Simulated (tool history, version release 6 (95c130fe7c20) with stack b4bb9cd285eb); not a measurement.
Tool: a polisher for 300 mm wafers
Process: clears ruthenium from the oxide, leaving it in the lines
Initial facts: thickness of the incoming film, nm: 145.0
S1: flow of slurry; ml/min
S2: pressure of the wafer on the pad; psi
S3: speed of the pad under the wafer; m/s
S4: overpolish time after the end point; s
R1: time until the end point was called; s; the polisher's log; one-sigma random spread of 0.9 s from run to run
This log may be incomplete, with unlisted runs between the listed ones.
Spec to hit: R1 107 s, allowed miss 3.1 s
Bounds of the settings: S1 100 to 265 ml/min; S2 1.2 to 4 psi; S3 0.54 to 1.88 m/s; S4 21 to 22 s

{"run": 1, "day": 0.0, "S1": 170, "S2": 2.6, "S3": 1.2, "S4": 21, "R1": 68.014}
{"run": 2, "day": 0.367, "S1": 170, "S2": 2.1, "S3": 1.2, "S4": 21, "R1": 83.621}
{"run": 3, "day": 0.7, "S1": 140, "S2": 2.1, "S3": 1.2, "S4": 21, "R1": 86.354}
{"run": 4, "day": 1.033, "S1": 135, "S2": 2, "S3": 1.2, "S4": 21, "R1": 90.87}
{"run": 5, "day": 1.075, "S1": 130, "S2": 1.9, "S3": 1.2, "S4": 21, "R1": 98.825}
{"run": 6, "day": 1.208, "S1": 130, "S2": 1.9, "S3": 1.2, "S4": 22, "R1": 97.656}
{"run": 7, "day": 1.417, "S1": 125, "S2": 1.9, "S3": 1.2, "S4": 22, "R1": 98.657}
{"run": 8, "day": 1.692, "S1": 115, "S2": 1.7, "S3": 1.2, "S4": 22, "R1": 110.87}
{"run": 9, "day": 1.9, "S1": 120, "S2": 1.7, "S3": 1.2, "S4": 22, "R1": 110.2}

Next run, 5 choices. One meets every target within its allowed miss, the rest don't. Which?
{"run": "A", "day": 2.108, "S1": 115, "S2": 1.8, "S3": 1.26, "S4": 21, "R1": "?"}
{"run": "B", "day": 2.108, "S1": 100, "S2": 1.9, "S3": 1.06, "S4": 22, "R1": "?"}
{"run": "C", "day": 2.108, "S1": 100, "S2": 1.7, "S3": 1.18, "S4": 21, "R1": "?"}
{"run": "D", "day": 2.108, "S1": 100, "S2": 1.6, "S3": 1.3, "S4": 22, "R1": "?"}
{"run": "E", "day": 2.108, "S1": 100, "S2": 1.8, "S3": 1.24, "S4": 22, "R1": "?"}

move=A R1=100.63
move=B R1=117.66
move=C R1=117.98
move=D R1=113.78
move=E R1=106.45
A: moves the result that the last run missed by most past its target, out the other side
B: moves away from the targets compared with the last run
C: moves away from the targets compared with the last run
D: moves away from the targets compared with the last run
E: all results land within tolerance of their targets
So the answer is move E, the one that meets all the targets.

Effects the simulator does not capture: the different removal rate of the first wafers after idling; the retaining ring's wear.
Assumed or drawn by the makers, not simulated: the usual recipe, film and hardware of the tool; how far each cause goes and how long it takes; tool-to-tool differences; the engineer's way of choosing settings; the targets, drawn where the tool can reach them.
